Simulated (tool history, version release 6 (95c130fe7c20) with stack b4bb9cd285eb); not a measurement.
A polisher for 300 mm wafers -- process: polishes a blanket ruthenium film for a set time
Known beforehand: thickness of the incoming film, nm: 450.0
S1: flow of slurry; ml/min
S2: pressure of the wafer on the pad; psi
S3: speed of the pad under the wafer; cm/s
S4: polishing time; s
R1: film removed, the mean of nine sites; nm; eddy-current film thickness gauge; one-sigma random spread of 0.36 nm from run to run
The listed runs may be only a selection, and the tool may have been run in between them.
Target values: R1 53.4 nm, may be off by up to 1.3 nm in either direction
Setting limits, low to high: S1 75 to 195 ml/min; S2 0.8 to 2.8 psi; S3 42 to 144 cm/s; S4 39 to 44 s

run,hour,S1,S2,S3,S4,R1
1,0,125,1.8,92,44,46.194
2,8.3,115,1.8,92,44,45.522
3,16.9,115,1.5,92,44,38.115
4,24.3,140,1.5,92,44,39.816
5,29.3,140,1.7,92,44,45.41
6,33.4,150,1.7,92,44,44.947
7,37.4,155,1.8,92,44,48.269
8,41.8,160,1.8,92,44,48.617
9,48.3,165,1.8,92,44,48.923
10,54.9,170,1.8,92,44,48.679
11,61.1,175,1.9,92,44,51.977

Exercise: of the 5 proposed moves below, exactly one satisfies all targets within the stated allowed misses. Which move is it?
A,67.3,190,2,96,43,?
B,67.3,180,1.9,106,39,?
C,67.3,180,1.9,88,44,?
D,67.3,170,1.8,94,44,?
E,67.3,145,1.9,90,44,?

move,R1
A,56.605
B,53.357
C,50.243
D,50.371
E,49.493
A: moves the result that the last run missed by most past its target, out the other side
B: hits every target within its allowed miss
C: its largest miss is bigger than the last run's
D: its largest miss is bigger than the last run's
E: its largest miss is bigger than the last run's
B is the move that brings every result within its allowed miss.
